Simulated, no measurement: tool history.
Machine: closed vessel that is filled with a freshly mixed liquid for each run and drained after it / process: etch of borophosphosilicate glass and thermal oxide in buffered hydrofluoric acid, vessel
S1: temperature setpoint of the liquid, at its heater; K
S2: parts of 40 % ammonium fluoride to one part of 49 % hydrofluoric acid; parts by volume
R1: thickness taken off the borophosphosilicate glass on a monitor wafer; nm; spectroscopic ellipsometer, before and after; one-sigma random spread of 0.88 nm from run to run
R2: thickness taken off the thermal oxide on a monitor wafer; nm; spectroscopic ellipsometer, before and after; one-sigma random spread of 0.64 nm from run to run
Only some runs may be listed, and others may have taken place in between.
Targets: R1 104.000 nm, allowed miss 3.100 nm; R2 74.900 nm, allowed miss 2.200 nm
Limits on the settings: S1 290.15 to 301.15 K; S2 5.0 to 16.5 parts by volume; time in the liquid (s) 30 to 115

Run 1, hour 0.0: S1 293.15 K, S2 10.0 parts by volume, time in the liquid (s) 60. Result: R1 72.188 nm, R2 51.977 nm.
Run 2, hour 7.2: S1 293.15 K, S2 8.5 parts by volume, time in the liquid (s) 60. Result: R1 83.716 nm, R2 59.290 nm.
Run 3, hour 13.0: S1 293.15 K, S2 11.0 parts by volume, time in the liquid (s) 60. Result: R1 65.441 nm, R2 47.664 nm.
Run 4, hour 18.5: S1 293.15 K, S2 11.0 parts by volume, time in the liquid (s) 85. Result: R1 93.422 nm, R2 67.788 nm.
Run 5, hour 26.6: S1 293.15 K, S2 11.0 parts by volume, time in the liquid (s) 75. Result: R1 81.603 nm, R2 59.085 nm.
Run 6, hour 34.6: S1 294.15 K, S2 11.0 parts by volume, time in the liquid (s) 75. Result: R1 86.247 nm, R2 63.783 nm.
Run 7, hour 37.4: S1 294.65 K, S2 10.5 parts by volume, time in the liquid (s) 75. Result: R1 95.134 nm, R2 66.995 nm.
Run 8, hour 39.6: S1 294.65 K, S2 10.0 parts by volume, time in the liquid (s) 75. Result: R1 98.032 nm, R2 71.937 nm.

Exercise: of the 5 proposed moves below, exactly one satisfies all targets within the stated allowed misses. Which move is it?
Run A, hour 41.8: S1 301.15 K, S2 10.0 parts by volume, time in the liquid (s) 60. Result: R1 ?, R2 ?.
Run B, hour 41.8: S1 290.65 K, S2 8.0 parts by volume, time in the liquid (s) 75. Result: R1 ?, R2 ?.
Run C, hour 41.8: S1 292.15 K, S2 8.5 parts by volume, time in the liquid (s) 75. Result: R1 ?, R2 ?.
Run D, hour 41.8: S1 295.65 K, S2 13.0 parts by volume, time in the liquid (s) 90. Result: R1 ?, R2 ?.
Run E, hour 41.8: S1 293.15 K, S2 8.5 parts by volume, time in the liquid (s) 75. Result: R1 ?, R2 ?.

move       R1      R2
   A  113.450  81.043
   B   97.603  69.065
   C   99.286  70.400
   D   97.976  69.887
   E  104.940  74.466
A: takes the result that was furthest off past its target
B: its largest miss is bigger than the last run's
C: its largest miss is bigger than the last run's
D: its largest miss is bigger than the last run's
E: every result within its allowed miss
E meets every target.
